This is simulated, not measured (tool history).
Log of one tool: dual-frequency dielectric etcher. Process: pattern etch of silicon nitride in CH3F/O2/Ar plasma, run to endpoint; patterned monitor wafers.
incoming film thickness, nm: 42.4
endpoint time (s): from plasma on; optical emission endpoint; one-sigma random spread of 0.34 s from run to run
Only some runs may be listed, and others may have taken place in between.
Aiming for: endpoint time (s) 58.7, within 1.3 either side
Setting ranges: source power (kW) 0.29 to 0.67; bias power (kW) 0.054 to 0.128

run  hour  source power (kW)  bias power (kW)  endpoint time (s)
  1     0               0.48            0.091             52.759
  2   5.7               0.52            0.091             51.634
  3  14.2                0.6            0.091             48.754
  4  22.5               0.55            0.088             51.235
  5  25.2               0.52            0.086             52.195
  6  33.9               0.52            0.102             49.572
  7  37.1               0.48            0.099             51.876
  8    46               0.45            0.097             53.025
  9  48.3               0.42            0.095             55.111
 10  53.6               0.41            0.094             55.445
 11  56.4                0.4            0.093             57.293
 12  64.4               0.39            0.093             57.357

4 candidate next runs follow, results not yet known. Just one meets every target within its allowed miss. Identify it.
  A  72.4               0.41            0.096                  ?
  B  72.4               0.51             0.07                  ?
  C  72.4               0.35            0.096                  ?
  D  72.4               0.38            0.103                  ?

move  endpoint time (s)
   A             55.418
   B             55.661
   C             58.772
   D             55.826
A: the biggest miss grows against the last run
B: the biggest miss grows against the last run
C: hits every target within its allowed miss
D: the biggest miss grows against the last run
Correct choice: C, which meets every target
